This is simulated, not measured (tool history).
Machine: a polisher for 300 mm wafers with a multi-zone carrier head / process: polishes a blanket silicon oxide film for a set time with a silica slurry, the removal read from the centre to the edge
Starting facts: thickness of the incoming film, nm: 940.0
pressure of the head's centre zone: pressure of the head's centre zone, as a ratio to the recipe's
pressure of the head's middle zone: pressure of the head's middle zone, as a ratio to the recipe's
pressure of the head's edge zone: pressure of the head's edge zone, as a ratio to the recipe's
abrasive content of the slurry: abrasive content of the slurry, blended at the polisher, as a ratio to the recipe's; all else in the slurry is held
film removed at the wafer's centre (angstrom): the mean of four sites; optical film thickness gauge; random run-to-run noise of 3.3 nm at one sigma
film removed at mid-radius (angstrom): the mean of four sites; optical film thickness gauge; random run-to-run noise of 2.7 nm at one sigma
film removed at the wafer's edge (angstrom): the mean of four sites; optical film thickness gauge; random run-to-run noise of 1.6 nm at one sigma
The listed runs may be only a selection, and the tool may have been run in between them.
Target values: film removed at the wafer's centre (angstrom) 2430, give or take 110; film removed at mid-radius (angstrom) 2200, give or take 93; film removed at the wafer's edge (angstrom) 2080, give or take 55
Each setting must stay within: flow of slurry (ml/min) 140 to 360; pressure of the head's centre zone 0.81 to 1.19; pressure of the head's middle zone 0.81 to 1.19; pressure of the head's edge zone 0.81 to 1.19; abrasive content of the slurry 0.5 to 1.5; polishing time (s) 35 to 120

run	hour	flow of slurry (ml/min)	pressure of the head's centre zone	pressure of the head's middle zone	pressure of the head's edge zone	abrasive content of the slurry	polishing time (s)	film removed at the wafer's centre (angstrom)	film removed at mid-radius (angstrom)	film removed at the wafer's edge (angstrom)
1	0	230	1	1	1	1	77	3040.4	3051.5	3024.6
2	2.1	230	1.02	0.99	0.96	0.85	76	2861.7	2759.4	2700.9
3	5.4	230	1.02	1.04	0.96	0.85	76	2837.6	2813.9	2682.6
4	13.8	230	0.98	1.04	0.96	0.85	76	2794.7	2865.9	2686.7
5	16.1	230	1.02	1.04	0.96	0.85	76	2834.2	2816.6	2707.4
6	22.5	225	1.02	1.02	0.93	0.75	76	2680.7	2654.8	2498.8
7	28.3	220	1.04	1	0.91	0.7	76	2665.6	2458	2400
8	34.2	215	1.04	1	0.89	0.65	76	2504.7	2374.1	2251.4
9	36.9	205	1.05	0.99	0.87	0.65	76	2564.2	2332.9	2271.8

Exercise: of the 4 proposed moves below, exactly one satisfies all targets within the stated allowed misses. Which move is it?
A	39.6	200	1.02	0.98	0.9	0.65	66	?	?	?
B	39.6	160	1.07	0.98	0.83	0.9	64	?	?	?
C	39.6	240	0.97	0.98	0.86	0.5	80	?	?	?
D	39.6	215	1.05	0.94	1	0.8	60	?	?	?

move	film removed at the wafer's centre (angstrom)	film removed at mid-radius (angstrom)	film removed at the wafer's edge (angstrom)
A	2124	2017.8	1964.4
B	2422.5	2203.4	2091.4
C	2183.8	2176.7	2061.3
D	2234	1987.9	2101.7
A: the result that was furthest off in the last run now lies on the other side of its target
B: every result lands within tolerance
C: the furthest-off result lands on target, but another misses its tolerance
D: the furthest-off result lands on target, but another misses its tolerance
Go with B: it meets all targets.
